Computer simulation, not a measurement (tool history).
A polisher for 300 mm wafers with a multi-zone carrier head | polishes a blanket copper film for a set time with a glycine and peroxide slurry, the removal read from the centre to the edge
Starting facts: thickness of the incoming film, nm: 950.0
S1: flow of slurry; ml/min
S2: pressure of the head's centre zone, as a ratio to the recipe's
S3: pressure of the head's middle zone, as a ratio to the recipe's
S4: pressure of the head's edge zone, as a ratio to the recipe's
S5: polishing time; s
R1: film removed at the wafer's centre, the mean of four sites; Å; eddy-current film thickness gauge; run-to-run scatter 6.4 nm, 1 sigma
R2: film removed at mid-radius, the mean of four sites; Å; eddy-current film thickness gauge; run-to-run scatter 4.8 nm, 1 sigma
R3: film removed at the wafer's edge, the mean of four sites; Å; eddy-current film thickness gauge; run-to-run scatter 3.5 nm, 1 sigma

run  hour   S1    S2    S3    S4  S5      R1      R2      R3
  1   0.0  235  1.00  1.00  1.00  70  4012.1  3974.1  3991.0
  2   0.9  240  1.02  1.00  1.03  72  4210.3  4188.9  4190.4
  3   8.8  245  1.04  0.98  1.05  74  4351.9  4189.2  4308.5
  4  14.2  245  1.06  0.97  1.07  76  4583.3  4322.8  4524.9
  5  15.1  250  1.08  0.96  1.09  77  4671.6  4428.7  4628.5
  6  16.0  250  1.08  0.96  1.04  77  4766.2  4311.3  4518.7
  7  23.1  255  1.09  0.95  1.06  78  4832.7  4395.8  4608.5
  8  25.4  255  1.10  0.94  1.08  79  4935.3  4361.9  4721.1
  9  33.1  260  1.11  0.94  1.10  80  5060.4  4346.9  4758.5
 10  34.8  260  1.11  0.94  1.11  81  5167.7  4465.3  4931.8

For run 11, what comes out?
 11  35.7  260  1.11  0.94  1.11  81   ?   ?   ?

{"run 11": {"R1": 5084.2, "R2": 4475.5, "R3": 4896.1}}
